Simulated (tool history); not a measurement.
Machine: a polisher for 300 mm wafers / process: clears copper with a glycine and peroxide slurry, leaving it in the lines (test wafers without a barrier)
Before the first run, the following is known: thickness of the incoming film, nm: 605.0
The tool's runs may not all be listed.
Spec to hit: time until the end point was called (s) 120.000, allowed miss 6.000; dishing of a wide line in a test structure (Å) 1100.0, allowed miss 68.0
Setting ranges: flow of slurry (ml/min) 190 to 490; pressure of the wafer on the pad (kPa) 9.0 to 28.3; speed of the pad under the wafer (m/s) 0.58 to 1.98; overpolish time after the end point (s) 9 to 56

run  hour  flow of slurry (ml/min)  pressure of the wafer on the pad (kPa)  speed of the pad under the wafer (m/s)  overpolish time after the end point (s)  time until the end point was called (s)  dishing of a wide line in a test structure (Å)
  1   0.0                      315                                    18.6                                    1.28                                       29                                   86.600                                          1107.9
  2   6.8                      315                                    16.5                                    1.28                                       29                                   96.303                                          1016.9
  3  11.5                      315                                    15.9                                    1.28                                       30                                  101.950                                          1034.4
  4  16.1                      315                                    20.0                                    1.28                                       30                                   82.134                                          1228.9
  5  19.0                      315                                    19.3                                    1.28                                       31                                   85.276                                          1157.2
  6  21.7                      315                                    19.3                                    1.48                                       31                                   75.759                                          1251.0
  7  25.2                      315                                    18.6                                    1.46                                       32                                   81.273                                          1302.7
  8  28.3                      315                                    17.9                                    1.46                                       32                                   83.499                                          1237.1
  9  32.4                      315                                    17.2                                    1.46                                       33                                   86.729                                          1257.3
 10  37.5                      315                                    16.5                                    1.46                                       33                                   87.196                                          1168.5
 11  39.9                      315                                    11.7                                    1.28                                       47                                  128.680                                          1184.9
 12  43.7                      315                                    11.7                                    1.28                                       46                                  126.750                                          1153.5
 13  46.0                      315                                    11.7                                    1.28                                       45                                  123.310                                          1129.3
 14  52.9                      315                                    11.7                                    1.28                                       44                                  128.950                                          1089.8

Next run, 4 choices. One meets every target within its allowed miss, the rest don't. Which?
  A  59.8                      305                                    11.0                                    1.28                                       47                                        ?                                               ?
  B  59.8                      300                                    12.4                                    1.04                                       48                                        ?                                               ?
  C  59.8                      380                                     9.7                                    1.28                                       51                                        ?                                               ?
  D  59.8                      355                                    13.8                                    1.14                                       40                                        ?                                               ?

move  time until the end point was called (s)  dishing of a wide line in a test structure (Å)
   A                                  133.580                                          1118.3
   B                                  136.620                                          1142.2
   C                                  145.680                                          1099.6
   D                                  118.260                                          1119.6
A: lands further from the targets than the last run did
B: lands further from the targets than the last run did
C: lands further from the targets than the last run did
D: all results land within tolerance of their targets
Correct choice: D, which meets every target
